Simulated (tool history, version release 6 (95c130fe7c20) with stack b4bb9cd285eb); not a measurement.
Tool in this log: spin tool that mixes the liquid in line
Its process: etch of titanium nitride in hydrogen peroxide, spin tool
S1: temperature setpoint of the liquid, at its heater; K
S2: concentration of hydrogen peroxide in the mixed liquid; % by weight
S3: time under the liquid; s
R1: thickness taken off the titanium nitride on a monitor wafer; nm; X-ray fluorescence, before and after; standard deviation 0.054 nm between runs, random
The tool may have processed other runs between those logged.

run 1 hour=0.0 | S1=323.15 S2=17 S3=65 | R1=3.0047
run 2 hour=2.3 | S1=323.15 S2=15 S3=65 | R1=2.9061
run 3 hour=7.8 | S1=324.15 S2=15 S3=65 | R1=3.1282
run 4 hour=9.1 | S1=324.15 S2=12 S3=65 | R1=2.9850
run 5 hour=13.6 | S1=329.15 S2=12 S3=65 | R1=4.2374
run 6 hour=17.9 | S1=329.65 S2=12 S3=65 | R1=4.3910

Run 7 comes next. What will it give?
run 7 hour=18.9 | S1=330.15 S2=12 S3=65 | R1=?

Run 7 produced R1 4.5615 nm.

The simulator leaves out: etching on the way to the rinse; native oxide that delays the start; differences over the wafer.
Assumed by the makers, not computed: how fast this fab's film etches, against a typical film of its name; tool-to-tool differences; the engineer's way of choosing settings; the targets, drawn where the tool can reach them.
